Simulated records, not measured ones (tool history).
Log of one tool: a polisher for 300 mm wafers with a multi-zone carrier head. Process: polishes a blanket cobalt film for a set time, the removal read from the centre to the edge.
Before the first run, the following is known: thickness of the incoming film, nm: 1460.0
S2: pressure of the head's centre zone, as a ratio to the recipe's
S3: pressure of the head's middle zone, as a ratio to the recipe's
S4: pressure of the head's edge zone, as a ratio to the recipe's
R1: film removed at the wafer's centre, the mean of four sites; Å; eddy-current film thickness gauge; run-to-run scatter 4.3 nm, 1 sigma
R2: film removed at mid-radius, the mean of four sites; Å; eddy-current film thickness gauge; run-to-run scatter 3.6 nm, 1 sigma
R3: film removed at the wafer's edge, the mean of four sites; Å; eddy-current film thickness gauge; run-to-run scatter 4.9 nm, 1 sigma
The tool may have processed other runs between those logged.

{"run": 1, "hour": 0.0, "flow of slurry (ml/min)": 215, "S2": 1, "S3": 1, "S4": 1, "polishing time (s)": 73, "R1": 2686.1, "R2": 2395.3, "R3": 2376.8}
{"run": 2, "hour": 4.5, "flow of slurry (ml/min)": 260, "S2": 1, "S3": 1, "S4": 1, "polishing time (s)": 73, "R1": 2680.7, "R2": 2479.9, "R3": 2442.9}
{"run": 3, "hour": 9.1, "flow of slurry (ml/min)": 265, "S2": 1, "S3": 1.02, "S4": 1.01, "polishing time (s)": 75, "R1": 2771.9, "R2": 2549.4, "R3": 2547.7}
{"run": 4, "hour": 12.6, "flow of slurry (ml/min)": 310, "S2": 1, "S3": 1.02, "S4": 1.01, "polishing time (s)": 75, "R1": 2832.6, "R2": 2652.6, "R3": 2577.7}
{"run": 5, "hour": 16.5, "flow of slurry (ml/min)": 280, "S2": 1, "S3": 1.02, "S4": 1.01, "polishing time (s)": 75, "R1": 2814.5, "R2": 2553.3, "R3": 2510.7}
{"run": 6, "hour": 19.7, "flow of slurry (ml/min)": 280, "S2": 1.05, "S3": 1.02, "S4": 1.01, "polishing time (s)": 75, "R1": 2988.6, "R2": 2549.2, "R3": 2585}

Estimate the outcome of run 7 from the log above:
{"run": 7, "hour": 24.2, "flow of slurry (ml/min)": 285, "S2": 1.04, "S3": 1.04, "S4": 1.01, "polishing time (s)": 78, "R1": "?", "R2": "?", "R3": "?"}

R1: 3058.5 Å
R2: 2701.2 Å
R3: 2572.3 Å
